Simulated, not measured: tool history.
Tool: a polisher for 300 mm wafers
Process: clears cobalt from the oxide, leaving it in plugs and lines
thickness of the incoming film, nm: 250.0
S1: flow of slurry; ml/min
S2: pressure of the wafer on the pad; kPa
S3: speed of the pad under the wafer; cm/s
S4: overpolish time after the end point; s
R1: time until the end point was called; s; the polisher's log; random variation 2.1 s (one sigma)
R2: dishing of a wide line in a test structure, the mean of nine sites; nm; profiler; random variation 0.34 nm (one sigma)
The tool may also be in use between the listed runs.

run	day	S1	S2	S3	S4	R1	R2
1	0	280	9.7	108	11	54.909	28.586
2	0.2	280	9.7	108	8	54.439	24.619
3	0.408	280	8.3	102	9	65.875	22.924
4	0.488	280	8.3	120	9	55.82	24.873
5	0.592	280	8.3	104	9	68.294	23.122
6	0.962	280	7.6	102	10	74.223	23.836
7	1.196	280	6.9	100	10	80.218	21.244

Run 8 comes next. What will it give?
8	1.329	280	6.2	98	11	?	?

Run 8 gave R1 90.237 s, R2 20.933 nm.

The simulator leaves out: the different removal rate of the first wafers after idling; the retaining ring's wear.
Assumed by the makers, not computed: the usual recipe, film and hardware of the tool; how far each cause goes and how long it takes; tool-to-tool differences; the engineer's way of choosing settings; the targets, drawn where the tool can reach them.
